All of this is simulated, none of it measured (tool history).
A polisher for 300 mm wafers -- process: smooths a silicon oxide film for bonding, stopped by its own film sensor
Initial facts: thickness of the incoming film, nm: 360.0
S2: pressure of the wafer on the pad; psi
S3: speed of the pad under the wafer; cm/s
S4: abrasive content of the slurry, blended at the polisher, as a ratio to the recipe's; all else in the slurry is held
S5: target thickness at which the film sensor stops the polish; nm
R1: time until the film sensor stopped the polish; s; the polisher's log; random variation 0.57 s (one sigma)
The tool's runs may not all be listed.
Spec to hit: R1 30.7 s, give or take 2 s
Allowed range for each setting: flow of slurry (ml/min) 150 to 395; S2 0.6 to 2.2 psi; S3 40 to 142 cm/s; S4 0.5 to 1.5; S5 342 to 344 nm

run 1 day=0 | flow_of_slurry_(ml/min)=250 S2=1.4 S3=90 S4=1 S5=342 | R1=45.748
run 2 day=0.233 | flow_of_slurry_(ml/min)=250 S2=1.5 S3=90 S4=1 S5=342 | R1=42.294
run 3 day=0.496 | flow_of_slurry_(ml/min)=250 S2=1.6 S3=90 S4=1 S5=342 | R1=39.802
run 4 day=0.846 | flow_of_slurry_(ml/min)=250 S2=1.6 S3=70 S4=1 S5=342 | R1=45.683
run 5 day=1.004 | flow_of_slurry_(ml/min)=285 S2=1.6 S3=70 S4=1 S5=342 | R1=45.062
run 6 day=1.142 | flow_of_slurry_(ml/min)=285 S2=1.7 S3=70 S4=1 S5=342 | R1=42.059
run 7 day=1.458 | flow_of_slurry_(ml/min)=285 S2=1.8 S3=70 S4=1 S5=342 | R1=40.636
run 8 day=1.792 | flow_of_slurry_(ml/min)=285 S2=1.9 S3=72 S4=1 S5=342 | R1=37.063
-- day=1.954 slurry nozzle cleaned
run 9 day=1.954 | flow_of_slurry_(ml/min)=285 S2=2 S3=74 S4=1 S5=342 | R1=35.33

Next run, 4 choices. One meets every target within its allowed miss, the rest don't. Which?
run A day=2.117 | flow_of_slurry_(ml/min)=380 S2=1.6 S3=66 S4=0.95 S5=344 | R1=?
run B day=2.117 | flow_of_slurry_(ml/min)=255 S2=2.2 S3=40 S4=1.25 S5=342 | R1=?
run C day=2.117 | flow_of_slurry_(ml/min)=275 S2=2.1 S3=62 S4=1.05 S5=342 | R1=?
run D day=2.117 | flow_of_slurry_(ml/min)=205 S2=2.1 S3=84 S4=1.05 S5=342 | R1=?

move=A R1=41.195
move=B R1=37.707
move=C R1=35.632
move=D R1=31.668
A: further off than the last run
B: further off than the last run
C: further off than the last run
D: meets every target
So the answer is move D, the one that meets all the targets.
